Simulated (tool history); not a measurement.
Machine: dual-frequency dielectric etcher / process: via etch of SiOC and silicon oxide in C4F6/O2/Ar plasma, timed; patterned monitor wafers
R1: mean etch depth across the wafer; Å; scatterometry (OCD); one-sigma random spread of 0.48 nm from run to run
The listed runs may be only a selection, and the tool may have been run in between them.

{"run": 1, "day": 0.0, "source power (W)": 360, "bias power (W)": 158, "etch time (s)": 84, "R1": 923.97}
{"run": 2, "day": 0.079, "source power (W)": 420, "bias power (W)": 158, "etch time (s)": 84, "R1": 998.96}
{"run": 3, "day": 0.346, "source power (W)": 420, "bias power (W)": 158, "etch time (s)": 88, "R1": 1037.3}
{"run": 4, "day": 0.492, "source power (W)": 420, "bias power (W)": 158, "etch time (s)": 84, "R1": 1011.7}
{"run": 5, "day": 0.788, "source power (W)": 420, "bias power (W)": 185, "etch time (s)": 84, "R1": 1050.2}
{"run": 6, "day": 1.079, "source power (W)": 390, "bias power (W)": 185, "etch time (s)": 84, "R1": 997.36}

Predict the results of run 7:
{"run": 7, "day": 1.308, "source power (W)": 320, "bias power (W)": 166, "etch time (s)": 84, "R1": "?"}

{"run 7": {"R1": 876.88}}

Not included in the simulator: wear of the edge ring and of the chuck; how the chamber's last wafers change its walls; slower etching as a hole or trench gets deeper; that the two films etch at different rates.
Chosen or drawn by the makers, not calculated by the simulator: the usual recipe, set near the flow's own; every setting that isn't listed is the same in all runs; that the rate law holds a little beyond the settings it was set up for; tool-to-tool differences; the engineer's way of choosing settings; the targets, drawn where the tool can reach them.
